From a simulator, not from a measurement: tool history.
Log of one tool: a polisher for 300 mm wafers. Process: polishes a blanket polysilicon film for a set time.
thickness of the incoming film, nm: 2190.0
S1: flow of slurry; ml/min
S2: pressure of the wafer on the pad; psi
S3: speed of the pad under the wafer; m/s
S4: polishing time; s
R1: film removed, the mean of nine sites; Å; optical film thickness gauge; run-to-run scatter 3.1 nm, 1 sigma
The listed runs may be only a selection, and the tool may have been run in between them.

run 1 day=0 | S1=205 S2=3.4 S3=0.9 S4=44 | R1=3419.6
run 2 day=0.267 | S1=160 S2=3.4 S3=0.9 S4=44 | R1=3305.5
run 3 day=0.533 | S1=160 S2=3.2 S3=0.9 S4=44 | R1=3176.3
run 4 day=0.683 | S1=160 S2=3.2 S3=1.06 S4=44 | R1=3756.1
run 5 day=0.842 | S1=160 S2=2.8 S3=1.06 S4=44 | R1=3236.7
-- day=1.058 slurry nozzle cleaned
run 6 day=1.058 | S1=160 S2=2.8 S3=1.06 S4=38 | R1=2971.7

What will run 7 give?
run 7 day=1.125 | S1=160 S2=2.7 S3=1.06 S4=38 | R1=?

Logged for run 7: R1 2818.1 Å.
